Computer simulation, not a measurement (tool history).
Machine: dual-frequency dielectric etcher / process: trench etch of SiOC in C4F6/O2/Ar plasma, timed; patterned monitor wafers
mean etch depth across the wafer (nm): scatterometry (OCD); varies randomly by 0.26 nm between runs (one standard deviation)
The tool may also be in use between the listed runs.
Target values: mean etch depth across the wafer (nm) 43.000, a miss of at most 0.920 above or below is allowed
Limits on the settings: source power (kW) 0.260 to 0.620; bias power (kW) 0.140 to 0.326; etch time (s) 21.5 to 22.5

run  hour  source power (kW)  bias power (kW)  etch time (s)  mean etch depth across the wafer (nm)
  1   0.0              0.440            0.233           21.5                                 49.763
  2   6.6              0.440            0.271           21.5                                 52.671
  3  13.4              0.440            0.271           21.5                                 52.848
  4  17.9              0.390            0.258           21.5                                 48.448
  5  22.5              0.390            0.258           22.5                                 50.319
  6  29.1              0.360            0.256           22.5                                 47.849
  7  29.9              0.340            0.255           22.5                                 46.527
  8  31.3              0.330            0.254           22.5                                 45.088
  9  35.7              0.330            0.254           22.5                                 44.935
 10  43.6              0.320            0.254           22.5                                 44.296

Which one of the following 4 next-run settings gets every result inside its allowed miss? There is exactly one.
  A  51.5              0.320            0.244           21.5                                      ?
  B  51.5              0.320            0.248           22.0                                      ?
  C  51.5              0.340            0.265           22.5                                      ?
  D  51.5              0.340            0.241           22.5                                      ?

move  mean etch depth across the wafer (nm)
   A                                 41.092
   B                                 42.374
   C                                 46.567
   D                                 44.528
A: pushes the last run's worst result past its target
B: each result inside its tolerance
C: moves away from the targets compared with the last run
D: moves away from the targets compared with the last run
B meets every target.
